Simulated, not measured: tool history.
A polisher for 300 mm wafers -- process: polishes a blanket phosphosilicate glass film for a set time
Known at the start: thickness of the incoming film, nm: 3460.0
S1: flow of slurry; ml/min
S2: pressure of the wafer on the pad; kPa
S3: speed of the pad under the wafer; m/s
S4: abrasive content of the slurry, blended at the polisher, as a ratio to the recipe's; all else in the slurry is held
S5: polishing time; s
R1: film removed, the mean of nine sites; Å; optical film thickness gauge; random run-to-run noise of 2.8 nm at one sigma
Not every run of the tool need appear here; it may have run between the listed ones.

run  hour   S1    S2    S3   S4  S5      R1
  1   0.0  150  24.8  1.00  1.0  33  3004.7
  2   2.6  150  24.8  1.16  1.0  33  3390.6
  3   3.3  150  24.8  0.90  1.0  33  2747.9
  4   9.2  155  27.6  0.90  1.0  33  3049.1
  5  14.8  160  30.3  0.90  1.0  33  3400.2
  6  16.0  165  31.7  0.90  1.0  33  3502.7
  7  20.9  165  33.1  0.90  1.0  33  3688.6

Expected results for the next run?
  8  29.7  165  34.5  0.90  1.0  33   ?

{"run 8": {"R1": 3811.3}}

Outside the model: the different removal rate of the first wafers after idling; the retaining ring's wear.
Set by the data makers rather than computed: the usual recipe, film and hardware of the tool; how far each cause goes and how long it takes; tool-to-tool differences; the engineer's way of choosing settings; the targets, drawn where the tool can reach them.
